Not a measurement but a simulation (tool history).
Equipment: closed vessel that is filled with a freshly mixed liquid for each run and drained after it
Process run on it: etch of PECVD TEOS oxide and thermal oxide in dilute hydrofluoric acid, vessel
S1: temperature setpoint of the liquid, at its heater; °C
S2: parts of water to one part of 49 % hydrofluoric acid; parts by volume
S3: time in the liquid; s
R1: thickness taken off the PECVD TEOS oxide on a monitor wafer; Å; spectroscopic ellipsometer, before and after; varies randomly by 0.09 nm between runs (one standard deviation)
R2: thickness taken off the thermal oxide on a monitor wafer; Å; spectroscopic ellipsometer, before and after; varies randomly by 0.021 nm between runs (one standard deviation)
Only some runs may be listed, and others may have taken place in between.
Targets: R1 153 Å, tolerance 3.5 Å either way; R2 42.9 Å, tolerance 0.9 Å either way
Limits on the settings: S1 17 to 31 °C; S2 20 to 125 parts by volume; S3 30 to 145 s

run 1 hour=0 | S1=23 S2=70 S3=75 | R1=168.9 R2=47.103
run 2 hour=4.5 | S1=21.5 S2=70 S3=75 | R1=156.75 R2=44.429
run 3 hour=8.9 | S1=21.5 S2=80 S3=75 | R1=135.05 R2=38.327
run 4 hour=11.7 | S1=20 S2=80 S3=75 | R1=128.8 R2=36.046
run 5 hour=17.4 | S1=20.5 S2=80 S3=75 | R1=129.62 R2=36.481
run 6 hour=21.1 | S1=21 S2=80 S3=75 | R1=134.03 R2=37.517
run 7 hour=24.9 | S1=21.5 S2=80 S3=75 | R1=135.27 R2=37.771
run 8 hour=32.3 | S1=22 S2=80 S3=75 | R1=137.95 R2=38.915
run 9 hour=34.3 | S1=23.5 S2=80 S3=75 | R1=147.75 R2=40.937

Exactly one of the 5 candidate moves below puts every result within its allowed miss. Which one?
run A hour=36.3 | S1=23 S2=75 S3=70 | R1=? R2=?
run B hour=36.3 | S1=17 S2=55 S3=65 | R1=? R2=?
run C hour=36.3 | S1=21.5 S2=70 S3=70 | R1=? R2=?
run D hour=36.3 | S1=24.5 S2=85 S3=80 | R1=? R2=?
run E hour=36.3 | S1=21.5 S2=80 S3=80 | R1=? R2=?

move=A R1=143.67 R2=40.399
move=B R1=144.73 R2=40.7
move=C R1=145.63 R2=40.952
move=D R1=151.97 R2=42.735
move=E R1=143.89 R2=40.462
A: further off than the last run
B: further off than the last run
C: no better and no worse than the last run
D: hits every target within its allowed miss
E: further off than the last run
D meets every target.
